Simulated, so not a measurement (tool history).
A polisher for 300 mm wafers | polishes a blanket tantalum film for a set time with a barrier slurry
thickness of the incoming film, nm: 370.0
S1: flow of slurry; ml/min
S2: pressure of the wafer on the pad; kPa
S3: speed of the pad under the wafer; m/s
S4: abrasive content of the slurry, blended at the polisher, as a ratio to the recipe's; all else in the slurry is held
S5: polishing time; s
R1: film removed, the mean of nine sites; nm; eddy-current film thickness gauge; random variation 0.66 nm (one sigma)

{"run": 1, "hour": 0.0, "S1": 205, "S2": 15.2, "S3": 1.24, "S4": 1.0, "S5": 33, "R1": 92.768}
{"run": 2, "hour": 4.0, "S1": 205, "S2": 17.9, "S3": 1.24, "S4": 1.0, "S5": 33, "R1": 105.64}
{"run": 3, "hour": 12.9, "S1": 205, "S2": 17.9, "S3": 1.24, "S4": 1.0, "S5": 33, "R1": 107.27}
{"run": 4, "hour": 17.8, "S1": 205, "S2": 17.9, "S3": 1.24, "S4": 1.0, "S5": 29, "R1": 94.074}
{"run": 5, "hour": 21.2, "S1": 205, "S2": 17.9, "S3": 1.54, "S4": 1.0, "S5": 29, "R1": 114.95}
{"run": 6, "hour": 26.5, "S1": 205, "S2": 17.9, "S3": 1.54, "S4": 1.15, "S5": 29, "R1": 119.29}
{"run": 7, "hour": 29.0, "S1": 205, "S2": 15.2, "S3": 1.52, "S4": 1.15, "S5": 29, "R1": 101.65}
{"run": 8, "hour": 31.8, "S1": 205, "S2": 13.1, "S3": 1.5, "S4": 1.15, "S5": 29, "R1": 89.458}
{"run": 9, "hour": 34.0, "S1": 205, "S2": 11.7, "S3": 1.5, "S4": 1.15, "S5": 29, "R1": 81.261}
{"run": 10, "hour": 38.8, "S1": 205, "S2": 11.0, "S3": 1.5, "S4": 1.15, "S5": 29, "R1": 78.651}
{"run": 11, "hour": 47.7, "S1": 205, "S2": 10.3, "S3": 1.5, "S4": 1.15, "S5": 29, "R1": 73.524}
{"run": 12, "hour": 51.0, "S1": 205, "S2": 9.7, "S3": 1.5, "S4": 1.15, "S5": 29, "R1": 70.088}

The next listed run, before its measurement:
{"run": 13, "hour": 59.1, "S1": 205, "S2": 9.0, "S3": 1.5, "S4": 1.15, "S5": 29, "R1": "?"}

Run 13 gave R1 65.143 nm.
